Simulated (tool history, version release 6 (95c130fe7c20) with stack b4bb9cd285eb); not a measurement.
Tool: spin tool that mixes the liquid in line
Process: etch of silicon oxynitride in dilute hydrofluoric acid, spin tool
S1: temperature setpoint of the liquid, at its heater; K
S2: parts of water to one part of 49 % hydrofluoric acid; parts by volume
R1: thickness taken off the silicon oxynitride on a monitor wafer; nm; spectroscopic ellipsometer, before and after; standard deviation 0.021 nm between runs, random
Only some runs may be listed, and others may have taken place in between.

run 1 hour=0 | S1=297.15 S2=40 time_under_the_liquid_(s)=15 | R1=1.1868
run 2 hour=3.7 | S1=300.15 S2=40 time_under_the_liquid_(s)=15 | R1=1.3924
run 3 hour=12 | S1=301.15 S2=40 time_under_the_liquid_(s)=15 | R1=1.4944
run 4 hour=15.3 | S1=301.15 S2=50 time_under_the_liquid_(s)=15 | R1=1.1533
run 5 hour=19.9 | S1=301.15 S2=55 time_under_the_liquid_(s)=15 | R1=1.0446
run 6 hour=21.2 | S1=301.15 S2=40 time_under_the_liquid_(s)=15 | R1=1.4798
run 7 hour=28.5 | S1=305.15 S2=30 time_under_the_liquid_(s)=15 | R1=2.3912

For run 8, what comes out?
run 8 hour=34.4 | S1=304.65 S2=30 time_under_the_liquid_(s)=15 | R1=?

R1: 2.2968 nm
